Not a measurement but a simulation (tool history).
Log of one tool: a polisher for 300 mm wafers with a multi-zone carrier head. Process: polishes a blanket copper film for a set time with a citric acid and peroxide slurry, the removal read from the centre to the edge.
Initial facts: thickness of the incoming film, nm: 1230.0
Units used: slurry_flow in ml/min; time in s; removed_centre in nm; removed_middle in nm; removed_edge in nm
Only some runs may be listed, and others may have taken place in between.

{"run": 1, "day": 0.0, "slurry_flow": 235, "centre_zone": 1, "middle_zone": 1, "edge_zone": 1, "slurry_solids": 1, "time": 84, "removed_centre": 197.82, "removed_middle": 197.63, "removed_edge": 202.48}
{"run": 2, "day": 0.229, "slurry_flow": 235, "centre_zone": 1, "middle_zone": 0.94, "edge_zone": 1, "slurry_solids": 1, "time": 84, "removed_centre": 198.24, "removed_middle": 188.34, "removed_edge": 200.68}
{"run": 3, "day": 0.275, "slurry_flow": 235, "centre_zone": 1, "middle_zone": 0.94, "edge_zone": 1, "slurry_solids": 0.8, "time": 84, "removed_centre": 189.87, "removed_middle": 177.89, "removed_edge": 188.56}
{"run": 4, "day": 0.412, "slurry_flow": 285, "centre_zone": 1, "middle_zone": 0.94, "edge_zone": 1, "slurry_solids": 0.8, "time": 84, "removed_centre": 194.04, "removed_middle": 185.24, "removed_edge": 197.19}
{"run": 5, "day": 0.442, "slurry_flow": 285, "centre_zone": 1, "middle_zone": 0.98, "edge_zone": 1, "slurry_solids": 0.8, "time": 84, "removed_centre": 193.29, "removed_middle": 189.94, "removed_edge": 197.72}
{"run": 6, "day": 0.612, "slurry_flow": 300, "centre_zone": 1.03, "middle_zone": 1.01, "edge_zone": 1.04, "slurry_solids": 0.9, "time": 85, "removed_centre": 205.11, "removed_middle": 200.97, "removed_edge": 209.54}
{"run": 7, "day": 0.758, "slurry_flow": 310, "centre_zone": 1.04, "middle_zone": 1.03, "edge_zone": 1.06, "slurry_solids": 1.05, "time": 86, "removed_centre": 217.5, "removed_middle": 214.41, "removed_edge": 215.06}
{"run": 8, "day": 0.954, "slurry_flow": 300, "centre_zone": 1.02, "middle_zone": 1.02, "edge_zone": 1.08, "slurry_solids": 1.15, "time": 89, "removed_centre": 224.11, "removed_middle": 223.86, "removed_edge": 236.23}
{"run": 9, "day": 1.229, "slurry_flow": 305, "centre_zone": 1.03, "middle_zone": 1.03, "edge_zone": 1.1, "slurry_solids": 1.2, "time": 89, "removed_centre": 236, "removed_middle": 230.34, "removed_edge": 238.07}

Run 10 has not been measured yet. What should we expect?
{"run": 10, "day": 1.275, "slurry_flow": 305, "centre_zone": 1.02, "middle_zone": 1.04, "edge_zone": 1.12, "slurry_solids": 1.25, "time": 89, "removed_centre": "?", "removed_middle": "?", "removed_edge": "?"}

removed_centre: 229.93 nm
removed_middle: 233.72 nm
removed_edge: 243.44 nm

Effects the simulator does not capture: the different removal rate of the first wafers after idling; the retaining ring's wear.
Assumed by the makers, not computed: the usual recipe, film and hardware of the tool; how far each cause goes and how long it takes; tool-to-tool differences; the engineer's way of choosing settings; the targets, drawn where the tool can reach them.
